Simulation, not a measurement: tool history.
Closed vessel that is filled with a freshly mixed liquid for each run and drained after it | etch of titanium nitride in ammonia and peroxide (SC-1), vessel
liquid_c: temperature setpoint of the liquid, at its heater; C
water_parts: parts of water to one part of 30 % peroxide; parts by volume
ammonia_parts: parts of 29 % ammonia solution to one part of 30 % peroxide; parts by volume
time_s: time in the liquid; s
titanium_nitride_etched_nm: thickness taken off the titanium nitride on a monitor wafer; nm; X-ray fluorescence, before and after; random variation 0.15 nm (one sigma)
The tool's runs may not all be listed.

Run 1, hour 0: liquid_c 56 C, water_parts 25.5 parts by volume, ammonia_parts 0.4 parts by volume, time_s 935 s. Result: titanium_nitride_etched_nm 33.585 nm.
Run 2, hour 0.5: liquid_c 56 C, water_parts 20 parts by volume, ammonia_parts 0.4 parts by volume, time_s 935 s. Result: titanium_nitride_etched_nm 38.071 nm.
Run 3, hour 6: liquid_c 56 C, water_parts 20 parts by volume, ammonia_parts 0.5 parts by volume, time_s 935 s. Result: titanium_nitride_etched_nm 40.439 nm.
Run 4, hour 9.5: liquid_c 56 C, water_parts 20 parts by volume, ammonia_parts 0.45 parts by volume, time_s 935 s. Result: titanium_nitride_etched_nm 39.337 nm.
Run 5, hour 15.1: liquid_c 56 C, water_parts 12.5 parts by volume, ammonia_parts 0.45 parts by volume, time_s 935 s. Result: titanium_nitride_etched_nm 50.311 nm.
Run 6, hour 22.3: liquid_c 56 C, water_parts 12.5 parts by volume, ammonia_parts 0.55 parts by volume, time_s 935 s. Result: titanium_nitride_etched_nm 52.319 nm.
Run 7, hour 30.9: liquid_c 56 C, water_parts 12.5 parts by volume, ammonia_parts 0.55 parts by volume, time_s 935 s. Result: titanium_nitride_etched_nm 52.85 nm.
Run 8, hour 39.6: liquid_c 53 C, water_parts 12.5 parts by volume, ammonia_parts 0.55 parts by volume, time_s 935 s. Result: titanium_nitride_etched_nm 42.949 nm.
Run 9, hour 44.9: liquid_c 51 C, water_parts 12.5 parts by volume, ammonia_parts 0.55 parts by volume, time_s 935 s. Result: titanium_nitride_etched_nm 37.708 nm.
Run 10, hour 49.2: liquid_c 49.5 C, water_parts 12.5 parts by volume, ammonia_parts 0.55 parts by volume, time_s 935 s. Result: titanium_nitride_etched_nm 34.066 nm.
Run 11, hour 56.6: liquid_c 43.5 C, water_parts 12.5 parts by volume, ammonia_parts 0.55 parts by volume, time_s 935 s. Result: titanium_nitride_etched_nm 22.267 nm.

Forecast run 12:
Run 12, hour 64.4: liquid_c 44 C, water_parts 12.5 parts by volume, ammonia_parts 0.55 parts by volume, time_s 935 s. Result: titanium_nitride_etched_nm ?.

Run 12 gave titanium_nitride_etched_nm 22.848 nm.
